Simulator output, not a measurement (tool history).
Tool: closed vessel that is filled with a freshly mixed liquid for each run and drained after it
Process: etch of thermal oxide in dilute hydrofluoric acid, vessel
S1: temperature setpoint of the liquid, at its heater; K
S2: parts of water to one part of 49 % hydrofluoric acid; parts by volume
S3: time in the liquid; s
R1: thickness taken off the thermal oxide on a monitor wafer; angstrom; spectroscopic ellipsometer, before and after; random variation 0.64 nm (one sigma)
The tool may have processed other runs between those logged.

| run | hour | S1 | S2 | S3 | R1 |
|---|---|---|---|---|---|
| 1 | 0 | 295.15 | 125 | 1200 | 417.81 |
| 2 | 6.3 | 296.15 | 120 | 1200 | 449.37 |
| 3 | 8.6 | 296.15 | 150 | 1200 | 351.51 |
| 4 | 9.9 | 297.15 | 140 | 1200 | 391.78 |
| 5 | 14.9 | 297.15 | 165 | 1200 | 328.55 |
| 6 | 23.4 | 295.15 | 165 | 1200 | 305.17 |
| 7 | 28.8 | 296.15 | 150 | 1200 | 351.87 |

Run 8 is up next; what results do you expect?
| 8 | 32.6 | 300.15 | 100 | 1210 | ? |

{"run 8": {"R1": 657.6}}
